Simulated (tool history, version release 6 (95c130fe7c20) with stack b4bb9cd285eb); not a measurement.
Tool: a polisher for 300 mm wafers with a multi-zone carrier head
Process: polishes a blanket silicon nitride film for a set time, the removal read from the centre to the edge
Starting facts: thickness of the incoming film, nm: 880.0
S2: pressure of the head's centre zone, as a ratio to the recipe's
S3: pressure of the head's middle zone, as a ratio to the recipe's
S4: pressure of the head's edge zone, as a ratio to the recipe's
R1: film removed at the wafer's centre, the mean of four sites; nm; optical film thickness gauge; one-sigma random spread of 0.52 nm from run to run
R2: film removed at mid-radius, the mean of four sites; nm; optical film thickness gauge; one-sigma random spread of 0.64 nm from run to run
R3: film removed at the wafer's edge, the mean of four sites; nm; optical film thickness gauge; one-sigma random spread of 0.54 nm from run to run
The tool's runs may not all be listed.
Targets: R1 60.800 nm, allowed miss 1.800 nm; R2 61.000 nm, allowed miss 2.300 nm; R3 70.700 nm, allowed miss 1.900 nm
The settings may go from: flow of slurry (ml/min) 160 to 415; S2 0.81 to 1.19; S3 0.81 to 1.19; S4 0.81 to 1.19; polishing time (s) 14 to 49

Run 1, day 0.000: flow of slurry (ml/min) 265, S2 1.00, S3 1.00, S4 1.00, polishing time (s) 31. Result: R1 56.279 nm, R2 56.319 nm, R3 55.567 nm.
Run 2, day 0.342: flow of slurry (ml/min) 270, S2 0.99, S3 0.99, S4 1.02, polishing time (s) 31. Result: R1 55.222 nm, R2 56.400 nm, R3 56.085 nm.
Run 3, day 0.621: flow of slurry (ml/min) 270, S2 0.99, S3 0.98, S4 1.04, polishing time (s) 32. Result: R1 57.615 nm, R2 57.930 nm, R3 58.890 nm.
Run 4, day 0.892: flow of slurry (ml/min) 270, S2 0.99, S3 0.98, S4 1.04, polishing time (s) 27. Result: R1 47.963 nm, R2 48.221 nm, R3 49.712 nm.
Run 5, day 1.200: flow of slurry (ml/min) 270, S2 0.99, S3 1.03, S4 1.04, polishing time (s) 27. Result: R1 48.292 nm, R2 50.732 nm, R3 49.438 nm.
At day 1.238: worn pad replaced by a new one.
Run 6, day 1.238: flow of slurry (ml/min) 270, S2 0.99, S3 0.96, S4 1.04, polishing time (s) 27. Result: R1 54.217 nm, R2 53.279 nm, R3 54.886 nm.
Run 7, day 1.608: flow of slurry (ml/min) 275, S2 0.98, S3 0.95, S4 1.05, polishing time (s) 27. Result: R1 53.041 nm, R2 53.652 nm, R3 55.877 nm.
Run 8, day 1.921: flow of slurry (ml/min) 340, S2 1.00, S3 0.89, S4 1.15, polishing time (s) 32. Result: R1 66.286 nm, R2 61.666 nm, R3 69.751 nm.
Run 9, day 1.946: flow of slurry (ml/min) 335, S2 0.99, S3 0.89, S4 1.15, polishing time (s) 32. Result: R1 65.746 nm, R2 60.819 nm, R3 70.786 nm.

4 next moves are on the table. One of them brings every result within its allowed miss. Which?
Run A, day 1.971: flow of slurry (ml/min) 340, S2 0.93, S3 0.90, S4 1.17, polishing time (s) 32. Result: R1 ?, R2 ?, R3 ?.
Run B, day 1.971: flow of slurry (ml/min) 340, S2 0.99, S3 0.89, S4 1.14, polishing time (s) 32. Result: R1 ?, R2 ?, R3 ?.
Run C, day 1.971: flow of slurry (ml/min) 255, S2 0.98, S3 0.81, S4 1.11, polishing time (s) 33. Result: R1 ?, R2 ?, R3 ?.
Run D, day 1.971: flow of slurry (ml/min) 345, S2 0.89, S3 1.03, S4 1.11, polishing time (s) 31. Result: R1 ?, R2 ?, R3 ?.

move      R1      R2      R3
   A  61.844  61.120  72.169
   B  65.862  60.557  71.214
   C  64.944  56.199  70.850
   D  57.447  66.198  67.999
A: each result inside its tolerance
B: no better and no worse than the last run
C: better than the last run, though not everything is in spec
D: pushes the last run's worst result past its target
Move A is the one to make.
